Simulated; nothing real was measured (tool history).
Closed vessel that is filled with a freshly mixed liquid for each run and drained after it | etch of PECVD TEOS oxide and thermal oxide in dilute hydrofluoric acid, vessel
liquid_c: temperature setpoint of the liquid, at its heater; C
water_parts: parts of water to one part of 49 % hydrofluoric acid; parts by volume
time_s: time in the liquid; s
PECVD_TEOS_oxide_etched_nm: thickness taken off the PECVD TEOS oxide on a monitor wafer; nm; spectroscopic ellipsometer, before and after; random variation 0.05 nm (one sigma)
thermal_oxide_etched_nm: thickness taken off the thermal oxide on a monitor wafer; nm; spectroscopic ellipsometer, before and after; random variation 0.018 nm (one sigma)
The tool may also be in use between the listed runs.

| run | hour | liquid_c | water_parts | time_s | PECVD_TEOS_oxide_etched_nm | thermal_oxide_etched_nm |
|---|---|---|---|---|---|---|
| 1 | 0 | 24 | 265 | 295 | 16.525 | 4.3309 |
| 2 | 7.8 | 22.5 | 270 | 295 | 15.319 | 4.0068 |
| 3 | 15.3 | 21.5 | 275 | 295 | 14.498 | 3.8103 |
| 4 | 15.9 | 21.5 | 275 | 205 | 10.074 | 2.6402 |
| 5 | 23.3 | 21.5 | 240 | 205 | 11.894 | 3.0964 |
| 6 | 30.9 | 18 | 240 | 205 | 10.419 | 2.7243 |
| 7 | 39.1 | 18 | 240 | 205 | 10.361 | 2.6892 |
| 8 | 44 | 18.5 | 240 | 205 | 10.577 | 2.7819 |

Forecast run 9:
| 9 | 47.9 | 19 | 240 | 205 | ? | ? |

PECVD_TEOS_oxide_etched_nm: 10.907 nm
thermal_oxide_etched_nm: 2.8182 nm
